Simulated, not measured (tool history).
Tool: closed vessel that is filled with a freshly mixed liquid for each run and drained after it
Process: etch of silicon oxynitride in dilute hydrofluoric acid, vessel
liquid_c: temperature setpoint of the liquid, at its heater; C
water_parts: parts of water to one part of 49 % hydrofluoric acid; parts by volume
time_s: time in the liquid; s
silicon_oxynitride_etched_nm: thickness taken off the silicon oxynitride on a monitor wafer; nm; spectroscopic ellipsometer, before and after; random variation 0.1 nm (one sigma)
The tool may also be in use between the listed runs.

run	day	liquid_c	water_parts	time_s	silicon_oxynitride_etched_nm
1	0	25	45	360	22.789
2	0.375	24.5	45	360	22.117
3	0.708	24.5	45	380	23.552
4	0.804	24.5	50	380	20.943
5	0.9	24.5	50	360	20.102
6	1.146	24.5	50	380	20.85
7	1.367	24	50	380	20.782
8	1.421	23.5	50	380	19.858

The next listed run, before its measurement:
9	1.596	23	50	380	?

silicon_oxynitride_etched_nm: 19.519 nm

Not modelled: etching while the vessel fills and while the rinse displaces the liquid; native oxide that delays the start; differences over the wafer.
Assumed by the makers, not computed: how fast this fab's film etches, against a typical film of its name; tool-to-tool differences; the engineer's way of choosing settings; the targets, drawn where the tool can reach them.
